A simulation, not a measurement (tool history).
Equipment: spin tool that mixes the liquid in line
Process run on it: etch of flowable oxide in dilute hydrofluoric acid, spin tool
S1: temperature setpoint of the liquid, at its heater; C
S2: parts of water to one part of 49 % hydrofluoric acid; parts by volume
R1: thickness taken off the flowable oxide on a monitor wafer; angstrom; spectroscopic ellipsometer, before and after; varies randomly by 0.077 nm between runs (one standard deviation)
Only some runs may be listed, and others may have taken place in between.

run 1 hour=0 | S1=23 S2=95 time_under_the_liquid_(s)=20 | R1=85.412
run 2 hour=8.2 | S1=25.5 S2=95 time_under_the_liquid_(s)=20 | R1=93.795
run 3 hour=17.1 | S1=25.5 S2=70 time_under_the_liquid_(s)=20 | R1=132.9
run 4 hour=25.8 | S1=25.5 S2=100 time_under_the_liquid_(s)=20 | R1=88.186
run 5 hour=28.9 | S1=27 S2=95 time_under_the_liquid_(s)=20 | R1=99.692
run 6 hour=37.8 | S1=25.5 S2=95 time_under_the_liquid_(s)=20 | R1=93.938
run 7 hour=42.8 | S1=27 S2=95 time_under_the_liquid_(s)=20 | R1=100.88

Run 8 comes next. What will it give?
run 8 hour=51 | S1=28 S2=95 time_under_the_liquid_(s)=20 | R1=?

Run 8 measured R1 103.52 angstrom.
